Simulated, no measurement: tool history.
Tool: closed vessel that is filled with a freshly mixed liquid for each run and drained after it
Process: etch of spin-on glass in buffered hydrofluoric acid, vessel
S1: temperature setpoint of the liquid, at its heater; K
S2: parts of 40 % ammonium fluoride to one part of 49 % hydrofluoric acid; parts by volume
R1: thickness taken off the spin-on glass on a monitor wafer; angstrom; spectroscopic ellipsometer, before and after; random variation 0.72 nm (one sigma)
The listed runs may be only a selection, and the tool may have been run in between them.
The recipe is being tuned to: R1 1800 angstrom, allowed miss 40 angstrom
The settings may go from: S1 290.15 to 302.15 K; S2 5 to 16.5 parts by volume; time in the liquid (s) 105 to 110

Run 1, hour 0: S1 294.15 K, S2 10 parts by volume, time in the liquid (s) 105. Result: R1 2501.5 angstrom.
Run 2, hour 7.9: S1 294.15 K, S2 8 parts by volume, time in the liquid (s) 105. Result: R1 3069.7 angstrom.
Run 3, hour 14.7: S1 294.15 K, S2 9 parts by volume, time in the liquid (s) 105. Result: R1 2668.8 angstrom.
Run 4, hour 18.2: S1 294.15 K, S2 7.5 parts by volume, time in the liquid (s) 105. Result: R1 3269.8 angstrom.
Run 5, hour 21.9: S1 293.65 K, S2 8 parts by volume, time in the liquid (s) 105. Result: R1 2966.3 angstrom.
Run 6, hour 23.1: S1 293.15 K, S2 8.5 parts by volume, time in the liquid (s) 105. Result: R1 2703.4 angstrom.
Run 7, hour 28.4: S1 292.65 K, S2 9 parts by volume, time in the liquid (s) 105. Result: R1 2448.9 angstrom.
Run 8, hour 31: S1 292.15 K, S2 9 parts by volume, time in the liquid (s) 105. Result: R1 2385.6 angstrom.
Run 9, hour 39.7: S1 291.65 K, S2 9 parts by volume, time in the liquid (s) 105. Result: R1 2326.1 angstrom.
Run 10, hour 47.8: S1 291.15 K, S2 9.5 parts by volume, time in the liquid (s) 105. Result: R1 2192.1 angstrom.
Run 11, hour 55.5: S1 290.65 K, S2 10.5 parts by volume, time in the liquid (s) 105. Result: R1 1963.8 angstrom.
Run 12, hour 62.7: S1 290.65 K, S2 10.5 parts by volume, time in the liquid (s) 105. Result: R1 1958.4 angstrom.

Pick the move, out of 5, that brings all results within their allowed miss; only one does.
Run A, hour 69.9: S1 291.15 K, S2 10 parts by volume, time in the liquid (s) 110. Result: R1 ?.
Run B, hour 69.9: S1 290.65 K, S2 11.5 parts by volume, time in the liquid (s) 105. Result: R1 ?.
Run C, hour 69.9: S1 290.15 K, S2 9 parts by volume, time in the liquid (s) 110. Result: R1 ?.
Run D, hour 69.9: S1 290.65 K, S2 11 parts by volume, time in the liquid (s) 105. Result: R1 ?.
Run E, hour 69.9: S1 290.15 K, S2 9.5 parts by volume, time in the liquid (s) 105. Result: R1 ?.

move      R1
   A  2203.2
   B  1783.6
   C  2224.2
   D  1862.8
   E    2052
A: lands further from the targets than the last run did
B: meets every target
C: lands further from the targets than the last run did
D: better than the last run, though not everything is in spec
E: lands further from the targets than the last run did
Answer: B
